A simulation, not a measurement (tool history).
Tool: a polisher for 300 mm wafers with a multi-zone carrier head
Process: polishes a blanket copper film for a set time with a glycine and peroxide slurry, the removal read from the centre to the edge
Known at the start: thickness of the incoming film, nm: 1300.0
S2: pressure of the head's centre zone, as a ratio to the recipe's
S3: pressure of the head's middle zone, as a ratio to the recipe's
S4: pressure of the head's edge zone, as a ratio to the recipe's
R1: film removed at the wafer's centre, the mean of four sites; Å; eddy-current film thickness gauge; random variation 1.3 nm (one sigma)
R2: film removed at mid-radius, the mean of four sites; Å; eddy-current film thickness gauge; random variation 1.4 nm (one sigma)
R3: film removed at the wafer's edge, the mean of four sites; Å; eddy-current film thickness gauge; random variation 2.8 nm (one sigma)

Run 1, hour 0: flow of slurry (ml/min) 155, S2 1, S3 1, S4 1, polishing time (s) 33. Result: R1 2714 Å, R2 2713.7 Å, R3 2710.8 Å.
Run 2, hour 8.6: flow of slurry (ml/min) 145, S2 0.97, S3 0.95, S4 0.95, polishing time (s) 31. Result: R1 2465.2 Å, R2 2443.3 Å, R3 2524.3 Å.
Run 3, hour 17.6: flow of slurry (ml/min) 140, S2 0.96, S3 0.93, S4 0.93, polishing time (s) 29. Result: R1 2205.4 Å, R2 2211.9 Å, R3 2291 Å.
Run 4, hour 26: flow of slurry (ml/min) 130, S2 0.95, S3 0.9, S4 0.9, polishing time (s) 28. Result: R1 2075.4 Å, R2 2042.9 Å, R3 2127.4 Å.
Run 5, hour 30.2: flow of slurry (ml/min) 130, S2 0.95, S3 0.9, S4 0.98, polishing time (s) 28. Result: R1 2098.3 Å, R2 2028.7 Å, R3 2202.4 Å.
At hour 35.6: worn pad replaced by a new one.
Run 6, hour 35.6: flow of slurry (ml/min) 120, S2 0.94, S3 0.89, S4 0.95, polishing time (s) 28. Result: R1 2154.3 Å, R2 2111.5 Å, R3 2338.7 Å.
Run 7, hour 42.8: flow of slurry (ml/min) 165, S2 0.94, S3 0.94, S4 1.05, polishing time (s) 27. Result: R1 2240.6 Å, R2 2287.3 Å, R3 2444.7 Å.
Run 8, hour 47.9: flow of slurry (ml/min) 145, S2 0.94, S3 0.92, S4 0.99, polishing time (s) 27. Result: R1 2204.5 Å, R2 2226.9 Å, R3 2370.8 Å.
Run 9, hour 54.7: flow of slurry (ml/min) 135, S2 0.94, S3 0.9, S4 0.95, polishing time (s) 27. Result: R1 2150 Å, R2 2115.5 Å, R3 2260.5 Å.
Run 10, hour 56.1: flow of slurry (ml/min) 125, S2 0.94, S3 0.89, S4 0.93, polishing time (s) 26. Result: R1 2033.9 Å, R2 2006.4 Å, R3 2151 Å.
Run 11, hour 57.9: flow of slurry (ml/min) 120, S2 0.93, S3 0.87, S4 0.9, polishing time (s) 26. Result: R1 1978.5 Å, R2 1959.2 Å, R3 2083.2 Å.

Run 12 has not been measured yet. What should we expect?
Run 12, hour 58.6: flow of slurry (ml/min) 120, S2 0.93, S3 0.87, S4 0.9, polishing time (s) 26. Result: R1 ?, R2 ?, R3 ?.

For run 12 the tool returned R1 1988.8 Å, R2 1933.7 Å, R3 2095.3 Å.

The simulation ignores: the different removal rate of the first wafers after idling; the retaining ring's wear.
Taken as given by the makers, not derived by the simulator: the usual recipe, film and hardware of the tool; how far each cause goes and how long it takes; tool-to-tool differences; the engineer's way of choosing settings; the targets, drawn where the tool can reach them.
